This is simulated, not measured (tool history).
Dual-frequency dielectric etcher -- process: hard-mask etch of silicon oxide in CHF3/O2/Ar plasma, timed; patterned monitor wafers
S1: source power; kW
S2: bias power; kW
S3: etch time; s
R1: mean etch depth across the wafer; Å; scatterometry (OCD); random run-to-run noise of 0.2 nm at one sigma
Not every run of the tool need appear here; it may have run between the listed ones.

| run | day | S1 | S2 | S3 | R1 |
|---|---|---|---|---|---|
| 1 | 0.000 | 0.550 | 0.131 | 35.0 | 565.48 |
| 2 | 0.317 | 0.550 | 0.131 | 36.5 | 592.72 |
| 3 | 0.408 | 0.550 | 0.154 | 36.5 | 632.24 |
| 4 | 0.433 | 0.500 | 0.140 | 36.5 | 578.49 |
| 5 | 0.733 | 0.430 | 0.140 | 36.5 | 534.21 |
| 6 | 1.029 | 0.410 | 0.137 | 36.5 | 517.43 |
| 7 | 1.117 | 0.390 | 0.135 | 36.5 | 496.22 |
| 8 | 1.229 | 0.380 | 0.135 | 36.5 | 489.69 |

Run 9 comes next. What will it give?
| 9 | 1.346 | 0.370 | 0.135 | 36.5 | ? |

Run 9 measured R1 484.51 Å.

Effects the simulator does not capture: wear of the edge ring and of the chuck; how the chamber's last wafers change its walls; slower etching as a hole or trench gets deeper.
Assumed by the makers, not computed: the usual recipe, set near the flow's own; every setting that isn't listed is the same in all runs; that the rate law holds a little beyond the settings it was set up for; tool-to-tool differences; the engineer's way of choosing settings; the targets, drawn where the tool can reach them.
